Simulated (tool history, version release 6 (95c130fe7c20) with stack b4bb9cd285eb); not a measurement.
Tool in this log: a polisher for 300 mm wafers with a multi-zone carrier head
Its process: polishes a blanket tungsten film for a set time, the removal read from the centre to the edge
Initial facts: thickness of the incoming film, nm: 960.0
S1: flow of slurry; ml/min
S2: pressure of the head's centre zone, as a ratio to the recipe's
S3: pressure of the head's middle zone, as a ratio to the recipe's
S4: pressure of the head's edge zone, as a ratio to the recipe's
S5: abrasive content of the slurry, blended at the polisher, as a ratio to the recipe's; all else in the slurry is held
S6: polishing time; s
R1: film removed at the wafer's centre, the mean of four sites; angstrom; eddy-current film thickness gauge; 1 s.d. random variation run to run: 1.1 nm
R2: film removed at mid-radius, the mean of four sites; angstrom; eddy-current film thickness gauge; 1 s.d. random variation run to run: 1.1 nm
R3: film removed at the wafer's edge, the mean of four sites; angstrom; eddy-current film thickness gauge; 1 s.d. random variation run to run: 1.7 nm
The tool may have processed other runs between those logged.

run  hour   S1    S2    S3    S4    S5  S6      R1      R2      R3
  1     0  305     1     1     1     1  33  1788.1  1789.8  1859.6
  2   5.1  310  1.01  1.01  0.98  0.95  32  1735.5  1731.8    1704
  3   8.9  315     1     1  0.96   0.9  32  1728.5  1678.2  1703.1
  4   9.7  315     1  1.01  0.95  0.85  31  1612.6  1640.6  1632.7
  5    15  380     1  1.01  0.95  0.85  31  1675.4  1675.7    1623
  6  18.6  380     1  1.01  0.87  0.85  31  1668.1    1673  1573.6
  7  20.6  390  1.01  1.01  0.86   0.8  30  1622.5  1609.8  1496.3
  8  28.3  395  1.01  1.01  0.86  0.75  29  1528.8  1533.9  1433.6
  9  30.4  375  1.09  1.07  0.81   0.5  25  1252.4  1227.4  1095.6
 10  35.3  380  1.09  1.07  0.82   0.5  25  1254.7  1236.6  1072.8
 11  36.9  385  1.09  1.07  0.83   0.5  25    1261    1236  1124.3

Predict the results of run 12:
 12  41.8  390  1.09  1.08  0.83  0.5  25   ?   ?   ?

R1: 1263.2 angstrom
R2: 1233.8 angstrom
R3: 1091.5 angstrom

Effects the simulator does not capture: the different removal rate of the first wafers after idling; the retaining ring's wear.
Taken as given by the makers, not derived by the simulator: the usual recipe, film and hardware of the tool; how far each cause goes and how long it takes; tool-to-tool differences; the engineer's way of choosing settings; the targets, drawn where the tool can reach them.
